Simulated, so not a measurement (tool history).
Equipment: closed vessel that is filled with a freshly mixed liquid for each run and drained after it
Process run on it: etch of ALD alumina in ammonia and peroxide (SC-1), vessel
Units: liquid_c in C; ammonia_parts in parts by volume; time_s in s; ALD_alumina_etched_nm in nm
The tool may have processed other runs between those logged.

run  hour  liquid_c  ammonia_parts  time_s  ALD_alumina_etched_nm
  1     0        51            0.6      50                 2.8286
  2   6.9        50            0.6      50                 2.6989
  3  15.9        49            0.6      50                 2.5317
  4  19.1      48.5            0.6      50                  2.472
  5  20.8      48.5           0.45      50                 2.3869
  6  25.3        48           0.45      50                 2.3416

Expected results for the next run?
  7  29.2      47.5           0.45      50                      ?

Run 7 measured ALD_alumina_etched_nm 2.2626 nm.
